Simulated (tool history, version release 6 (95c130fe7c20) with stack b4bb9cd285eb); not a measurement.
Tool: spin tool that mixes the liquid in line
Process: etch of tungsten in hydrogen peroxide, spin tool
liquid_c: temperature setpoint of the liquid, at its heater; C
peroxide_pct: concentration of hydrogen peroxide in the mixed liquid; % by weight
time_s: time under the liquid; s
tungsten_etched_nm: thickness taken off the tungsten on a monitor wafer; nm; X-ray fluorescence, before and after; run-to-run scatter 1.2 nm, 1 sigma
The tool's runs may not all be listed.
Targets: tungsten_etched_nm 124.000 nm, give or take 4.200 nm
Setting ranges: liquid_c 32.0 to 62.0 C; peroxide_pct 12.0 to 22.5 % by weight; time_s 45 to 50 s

run  hour  liquid_c  peroxide_pct  time_s  tungsten_etched_nm
  1   0.0      46.0          15.5      45              59.599
  2   4.2      40.0          15.5      45              40.951
  3  12.7      46.0          15.5      45              59.336
  4  20.0      46.0          15.5      50              66.655
  5  24.2      46.0          15.5      50              66.836
  6  28.8      49.5          15.5      50              80.223
  7  30.9      52.5          15.5      50              98.777
  8  33.4      54.0          15.5      50             108.520
  9  35.3      55.0          15.5      50             114.140
 10  37.0      55.5          15.5      50             117.880

Consider the 5 candidate settings below. Which is the only one whose results all fall within their allowed miss of target?
  A  38.7      57.5          12.0      45                   ?
  B  38.7      55.5          18.0      45                   ?
  C  38.7      60.0          15.5      45                   ?
  D  38.7      56.0          16.0      50                   ?
  E  38.7      55.0          15.0      50                   ?

move  tungsten_etched_nm
   A             104.490
   B             113.790
   C             137.270
   D             122.780
   E             112.060
A: its largest miss is bigger than the last run's
B: its largest miss is bigger than the last run's
C: takes the biggest miss from the last run beyond its target
D: all results land within tolerance of their targets
E: its largest miss is bigger than the last run's
Go with D: it meets all targets.
